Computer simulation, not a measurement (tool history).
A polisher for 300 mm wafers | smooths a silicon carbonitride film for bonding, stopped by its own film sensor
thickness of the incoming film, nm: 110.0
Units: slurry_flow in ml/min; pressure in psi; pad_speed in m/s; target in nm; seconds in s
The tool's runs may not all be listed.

run 1 day=0.000 | slurry_flow=155 pressure=2.5 pad_speed=1.06 slurry_solids=1.00 target=78 | seconds=81.173
run 2 day=0.308 | slurry_flow=155 pressure=2.5 pad_speed=1.06 slurry_solids=0.85 target=78 | seconds=87.403
run 3 day=0.392 | slurry_flow=155 pressure=2.5 pad_speed=1.06 slurry_solids=0.70 target=78 | seconds=95.978
run 4 day=0.646 | slurry_flow=155 pressure=2.2 pad_speed=1.06 slurry_solids=0.70 target=78 | seconds=106.030
run 5 day=0.796 | slurry_flow=155 pressure=2.0 pad_speed=1.06 slurry_solids=0.70 target=78 | seconds=116.500
run 6 day=1.067 | slurry_flow=155 pressure=2.0 pad_speed=1.06 slurry_solids=0.70 target=76 | seconds=117.350
run 7 day=1.346 | slurry_flow=155 pressure=2.5 pad_speed=1.16 slurry_solids=0.70 target=76 | seconds=96.803
run 8 day=1.558 | slurry_flow=155 pressure=2.9 pad_speed=1.26 slurry_solids=0.70 target=76 | seconds=80.053

The next listed run, before its measurement:
run 9 day=1.638 | slurry_flow=155 pressure=3.2 pad_speed=1.34 slurry_solids=0.70 target=76 | seconds=?

Run 9 gave seconds 71.119 s.
